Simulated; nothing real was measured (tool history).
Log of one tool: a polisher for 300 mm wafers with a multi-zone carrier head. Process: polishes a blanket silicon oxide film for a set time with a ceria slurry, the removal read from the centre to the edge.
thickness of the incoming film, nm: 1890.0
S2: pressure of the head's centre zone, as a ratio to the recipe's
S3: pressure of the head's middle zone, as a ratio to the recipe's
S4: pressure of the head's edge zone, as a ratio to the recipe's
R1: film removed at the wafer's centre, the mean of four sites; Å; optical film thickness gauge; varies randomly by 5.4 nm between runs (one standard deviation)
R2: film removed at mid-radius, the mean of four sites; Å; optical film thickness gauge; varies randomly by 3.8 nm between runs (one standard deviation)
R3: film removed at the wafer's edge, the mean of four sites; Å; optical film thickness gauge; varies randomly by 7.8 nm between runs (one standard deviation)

Run 1, day 0.000: flow of slurry (ml/min) 130, S2 1.00, S3 1.00, S4 1.00, polishing time (s) 69. Result: R1 4048.3 Å, R2 4574.6 Å, R3 4653.4 Å.
Run 2, day 0.254: flow of slurry (ml/min) 145, S2 1.01, S3 1.04, S4 1.04, polishing time (s) 70. Result: R1 4387.6 Å, R2 4792.9 Å, R3 4885.1 Å.
Run 3, day 0.588: flow of slurry (ml/min) 145, S2 1.01, S3 0.98, S4 1.04, polishing time (s) 70. Result: R1 4343.6 Å, R2 4597.9 Å, R3 4848.9 Å.
Run 4, day 0.783: flow of slurry (ml/min) 155, S2 0.99, S3 1.04, S4 1.05, polishing time (s) 71. Result: R1 4349.2 Å, R2 4919.9 Å, R3 4896.4 Å.
Run 5, day 0.892: flow of slurry (ml/min) 155, S2 0.99, S3 1.04, S4 0.98, polishing time (s) 71. Result: R1 4268.3 Å, R2 4937.0 Å, R3 4770.2 Å.
Run 6, day 0.942: flow of slurry (ml/min) 155, S2 0.99, S3 1.08, S4 1.01, polishing time (s) 73. Result: R1 4467.7 Å, R2 5207.2 Å, R3 4998.2 Å.

Expected results for the next run?
Run 7, day 1.212: flow of slurry (ml/min) 160, S2 0.98, S3 1.11, S4 1.04, polishing time (s) 74. Result: R1 ?, R2 ?, R3 ?.

Run 7 came out at R1 4556.6 Å, R2 5401.4 Å, R3 5165.2 Å.

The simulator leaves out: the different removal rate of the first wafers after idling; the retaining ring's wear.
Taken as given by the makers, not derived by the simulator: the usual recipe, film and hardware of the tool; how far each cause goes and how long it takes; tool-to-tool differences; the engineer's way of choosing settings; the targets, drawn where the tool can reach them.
